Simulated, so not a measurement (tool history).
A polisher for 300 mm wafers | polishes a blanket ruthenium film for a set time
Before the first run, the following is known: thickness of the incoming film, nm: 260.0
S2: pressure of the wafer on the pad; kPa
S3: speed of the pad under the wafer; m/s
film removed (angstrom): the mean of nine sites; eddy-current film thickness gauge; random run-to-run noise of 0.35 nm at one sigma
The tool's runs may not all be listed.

{"run": 1, "hour": 0.0, "flow of slurry (ml/min)": 180, "S2": 11.0, "S3": 0.76, "polishing time (s)": 66, "film removed (angstrom)": 425.36}
{"run": 2, "hour": 1.9, "flow of slurry (ml/min)": 180, "S2": 12.4, "S3": 0.76, "polishing time (s)": 66, "film removed (angstrom)": 478.1}
{"run": 3, "hour": 9.7, "flow of slurry (ml/min)": 180, "S2": 10.3, "S3": 0.74, "polishing time (s)": 66, "film removed (angstrom)": 393.83}
{"run": 4, "hour": 13.1, "flow of slurry (ml/min)": 180, "S2": 9.0, "S3": 0.74, "polishing time (s)": 66, "film removed (angstrom)": 341.46}
{"run": 5, "hour": 16.3, "flow of slurry (ml/min)": 180, "S2": 8.3, "S3": 0.74, "polishing time (s)": 66, "film removed (angstrom)": 327.4}
{"run": 6, "hour": 22.4, "flow of slurry (ml/min)": 180, "S2": 8.3, "S3": 0.92, "polishing time (s)": 66, "film removed (angstrom)": 398.18}

Estimate the outcome of run 7 from the log above:
{"run": 7, "hour": 27.6, "flow of slurry (ml/min)": 180, "S2": 6.9, "S3": 0.88, "polishing time (s)": 66, "film removed (angstrom)": "?"}

Run 7 produced film removed (angstrom) 327.03.

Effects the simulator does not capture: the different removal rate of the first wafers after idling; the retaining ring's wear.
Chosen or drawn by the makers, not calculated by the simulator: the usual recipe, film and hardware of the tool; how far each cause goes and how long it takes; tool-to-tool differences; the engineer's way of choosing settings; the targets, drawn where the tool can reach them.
